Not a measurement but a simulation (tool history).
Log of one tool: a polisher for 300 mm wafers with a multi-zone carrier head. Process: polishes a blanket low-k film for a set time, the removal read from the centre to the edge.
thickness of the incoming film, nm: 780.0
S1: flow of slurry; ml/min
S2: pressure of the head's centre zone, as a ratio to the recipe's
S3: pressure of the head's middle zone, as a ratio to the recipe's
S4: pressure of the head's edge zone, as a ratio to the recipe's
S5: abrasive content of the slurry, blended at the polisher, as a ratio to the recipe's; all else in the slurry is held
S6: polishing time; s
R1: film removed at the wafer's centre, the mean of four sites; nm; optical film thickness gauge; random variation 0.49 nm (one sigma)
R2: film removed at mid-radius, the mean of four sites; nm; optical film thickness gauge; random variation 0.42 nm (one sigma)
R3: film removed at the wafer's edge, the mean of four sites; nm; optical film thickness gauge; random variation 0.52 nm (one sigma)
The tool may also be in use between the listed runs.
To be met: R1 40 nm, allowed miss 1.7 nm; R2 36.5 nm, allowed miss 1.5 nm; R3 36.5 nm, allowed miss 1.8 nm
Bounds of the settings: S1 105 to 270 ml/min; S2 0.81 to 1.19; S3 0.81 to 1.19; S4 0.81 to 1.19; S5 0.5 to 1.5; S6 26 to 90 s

run 1 hour=0 | S1=175 S2=1 S3=1 S4=1 S5=1 S6=58 | R1=26.355 R2=26.106 R3=25.701
run 2 hour=3.1 | S1=145 S2=1 S3=1 S4=1 S5=1 S6=58 | R1=25.263 R2=25.477 R3=24.364
run 3 hour=4.6 | S1=170 S2=1.04 S3=1.03 S4=1.04 S5=1.1 S6=58 | R1=28.874 R2=28.467 R3=26.504
run 4 hour=7.8 | S1=190 S2=1.04 S3=1.02 S4=1.07 S5=1.2 S6=59 | R1=31.265 R2=30.598 R3=29.642
run 5 hour=10.6 | S1=190 S2=1.04 S3=1.02 S4=1.07 S5=1.1 S6=59 | R1=29.724 R2=29.126 R3=27.56
run 6 hour=12 | S1=200 S2=1.05 S3=1.01 S4=1.07 S5=1.2 S6=59 | R1=31.563 R2=30.673 R3=29.582
-- hour=16.6 edge zone pressure recalibrated
run 7 hour=16.6 | S1=210 S2=1.07 S3=1 S4=1.08 S5=1.3 S6=59 | R1=33.307 R2=31.148 R3=32.76
run 8 hour=17.9 | S1=215 S2=1.1 S3=1.02 S4=1.09 S5=1.35 S6=59 | R1=34.777 R2=32.699 R3=33.437
run 9 hour=24.5 | S1=220 S2=1.13 S3=1.03 S4=1.09 S5=1.4 S6=59 | R1=36.879 R2=33.4 R3=34.504
run 10 hour=27.7 | S1=225 S2=1.14 S3=1.05 S4=1.09 S5=1.4 S6=59 | R1=37.458 R2=33.993 R3=34.802
run 11 hour=28.5 | S1=230 S2=1.15 S3=1.06 S4=1.09 S5=1.4 S6=59 | R1=36.924 R2=35.222 R3=34.601

Which of these 5 next moves meets every target?
run A hour=29.3 | S1=270 S2=0.91 S3=1 S4=1.19 S5=1.5 S6=59 | R1=? R2=? R3=?
run B hour=29.3 | S1=255 S2=1.19 S3=0.89 S4=1.02 S5=1.5 S6=61 | R1=? R2=? R3=?
run C hour=29.3 | S1=270 S2=0.91 S3=1.1 S4=1.19 S5=1.5 S6=58 | R1=? R2=? R3=?
run D hour=29.3 | S1=230 S2=1.19 S3=1.07 S4=1.15 S5=1.4 S6=62 | R1=? R2=? R3=?
run E hour=29.3 | S1=240 S2=1.07 S3=1.19 S4=0.99 S5=1.45 S6=55 | R1=? R2=? R3=?

move=A R1=32.727 R2=34.943 R3=38.327
move=B R1=41.72 R2=32.549 R3=36.542
move=C R1=32.195 R2=37.251 R3=37.627
move=D R1=40.695 R2=37.059 R3=37.873
move=E R1=33.807 R2=36.784 R3=31.727
A: further off than the last run
B: takes the result that was furthest off past its target
C: further off than the last run
D: meets every target
E: further off than the last run
Answer: D
